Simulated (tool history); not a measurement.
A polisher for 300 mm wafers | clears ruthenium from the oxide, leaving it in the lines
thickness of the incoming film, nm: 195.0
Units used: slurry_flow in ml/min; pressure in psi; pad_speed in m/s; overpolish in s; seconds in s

run  hour  slurry_flow  pressure  pad_speed  overpolish  seconds
  1   0.0          230       2.0       1.28           9   122.10
  2   5.6          255       2.0       1.28           9   122.35
  3  14.1          255       2.0       1.28           8   118.86
  4  15.4          255       1.9       1.28           8   123.27
  5  17.9          310       1.9       1.28           8   125.24
  6  22.1          310       1.9       1.10           8   143.70

Run 7 is up next; what results do you expect?
  7  28.9          310       1.8       1.10           8        ?

seconds: 151.70 s
